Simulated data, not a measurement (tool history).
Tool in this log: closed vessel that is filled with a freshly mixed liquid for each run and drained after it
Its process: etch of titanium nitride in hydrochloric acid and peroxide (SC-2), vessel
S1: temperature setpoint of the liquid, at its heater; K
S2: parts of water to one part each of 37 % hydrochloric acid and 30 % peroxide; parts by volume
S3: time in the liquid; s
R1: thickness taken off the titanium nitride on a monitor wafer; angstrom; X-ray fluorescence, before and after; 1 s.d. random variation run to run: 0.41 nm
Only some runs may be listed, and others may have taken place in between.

run 1 day=0.000 | S1=333.15 S2=9.5 S3=480 | R1=494.70
run 2 day=0.029 | S1=333.15 S2=7.5 S3=480 | R1=590.92
run 3 day=0.367 | S1=333.65 S2=7.5 S3=480 | R1=602.77
run 4 day=0.558 | S1=334.15 S2=7.5 S3=480 | R1=628.12
run 5 day=0.675 | S1=334.15 S2=10.0 S3=480 | R1=496.46
run 6 day=0.942 | S1=334.15 S2=10.0 S3=480 | R1=493.55
run 7 day=1.204 | S1=335.65 S2=10.0 S3=480 | R1=545.30
run 8 day=1.404 | S1=336.65 S2=10.0 S3=480 | R1=578.84
run 9 day=1.750 | S1=337.15 S2=10.0 S3=480 | R1=596.99
run 10 day=2.067 | S1=337.65 S2=10.0 S3=480 | R1=614.63
run 11 day=2.404 | S1=338.15 S2=10.0 S3=480 | R1=638.25

What will run 12 give?
run 12 day=2.583 | S1=338.65 S2=10.0 S3=480 | R1=?

Logged for run 12: R1 657.07 angstrom.
